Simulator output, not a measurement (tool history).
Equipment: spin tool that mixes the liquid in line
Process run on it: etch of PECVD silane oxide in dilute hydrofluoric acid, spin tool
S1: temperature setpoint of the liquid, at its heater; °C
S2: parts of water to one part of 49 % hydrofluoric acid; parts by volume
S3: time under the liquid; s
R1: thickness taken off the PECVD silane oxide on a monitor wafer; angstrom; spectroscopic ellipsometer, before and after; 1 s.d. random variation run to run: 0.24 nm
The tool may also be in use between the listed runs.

run,hour,S1,S2,S3,R1
1,0.0,23.0,190,160,170.85
2,5.9,25.0,185,160,187.26
3,8.0,26.5,180,160,204.35
4,13.0,27.5,175,160,223.96
5,16.3,28.5,175,160,228.67
6,22.9,28.5,105,160,423.63
7,28.9,25.5,110,160,353.60

For run 8, what comes out?
8,33.9,23.0,115,160,?

R1: 309.70 angstrom
